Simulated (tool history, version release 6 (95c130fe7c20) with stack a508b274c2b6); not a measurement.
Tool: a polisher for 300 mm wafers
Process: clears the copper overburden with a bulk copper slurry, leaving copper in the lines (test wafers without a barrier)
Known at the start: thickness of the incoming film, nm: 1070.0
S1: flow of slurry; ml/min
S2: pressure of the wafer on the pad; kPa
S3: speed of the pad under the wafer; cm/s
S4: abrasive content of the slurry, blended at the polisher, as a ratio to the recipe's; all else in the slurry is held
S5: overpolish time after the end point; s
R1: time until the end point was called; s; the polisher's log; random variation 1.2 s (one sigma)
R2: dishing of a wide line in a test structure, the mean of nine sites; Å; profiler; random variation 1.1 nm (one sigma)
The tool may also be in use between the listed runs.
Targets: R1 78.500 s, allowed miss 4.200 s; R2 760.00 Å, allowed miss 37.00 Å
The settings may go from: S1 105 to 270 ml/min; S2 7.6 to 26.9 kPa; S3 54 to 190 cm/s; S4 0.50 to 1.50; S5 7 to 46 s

run  hour   S1    S2   S3    S4  S5       R1      R2
  1   0.0  175  17.2  122  1.00  24  141.430  702.67
  2   4.6  175  17.2  100  1.00  24  170.610  639.06
  3  11.9  175  17.2  100  1.00  31  166.060  682.42
  4  13.8  180  19.3  106  1.05  25  142.450  719.32
  5  17.2  180  19.3  106  1.05  32  139.720  733.69
  6  20.3  180  19.3  106  1.05  36  141.970  736.27
  7  25.2  185  20.0  116  1.05  29  124.800  724.90
  8  33.6  190  21.4  118  1.05  27  115.380  738.07
  9  35.1  195  22.8  122  1.05  25  106.340  780.85
 10  40.9  210  22.8  130  1.10  21   94.593  724.65
 11  43.3  215  23.4  130  1.10  21   91.616  761.05
 12  50.1  220  24.1  132  1.10  20   87.858  747.14
 13  58.1  220  24.8  132  1.10  20   83.980  753.99
 14  65.4  225  25.5  132  1.10  19   82.744  741.16

Which of these 5 next moves meets every target?
  A  72.7  215  24.8  126  1.00  15   ?   ?
  B  72.7  240  26.9  118  0.95  19   ?   ?
  C  72.7  205  26.2  138  1.20  19   ?   ?
  D  72.7  225  25.5  126  1.10  21   ?   ?
  E  72.7  270  26.2  148  1.25  18   ?   ?

move      R1      R2
   A  92.019  684.22
   B  90.476  736.05
   C  77.194  755.69
   D  87.211  751.02
   E  69.168  761.79
A: further off than the last run
B: further off than the last run
C: meets every target
D: further off than the last run
E: takes the result that was furthest off past its target
The right move is C.
